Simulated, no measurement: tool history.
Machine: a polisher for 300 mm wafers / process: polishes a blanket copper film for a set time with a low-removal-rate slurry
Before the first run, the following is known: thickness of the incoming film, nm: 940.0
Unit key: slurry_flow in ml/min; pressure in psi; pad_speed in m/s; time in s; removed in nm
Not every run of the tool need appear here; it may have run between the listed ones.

run    day  slurry_flow  pressure  pad_speed  slurry_solids  time  removed
  1      0          255       2.4       0.88              1    54   95.271
  2    0.2          255         2       0.88              1    54   84.639
  3  0.338          255         2       1.04              1    54   97.959
  4  0.475          255         2        0.9              1    54   85.743
  5   0.75          255         2        1.1              1    54   101.91
  6  1.071          255       2.2        1.1              1    54   110.36
  7  1.429          255       2.3        1.1              1    54   113.13
  8  1.654          255       2.4        1.1              1    54    113.5

Run 9 has not been measured yet. What should we expect?
  9  2.017          255       2.6        1.1              1    54        ?

removed: 120.04 nm
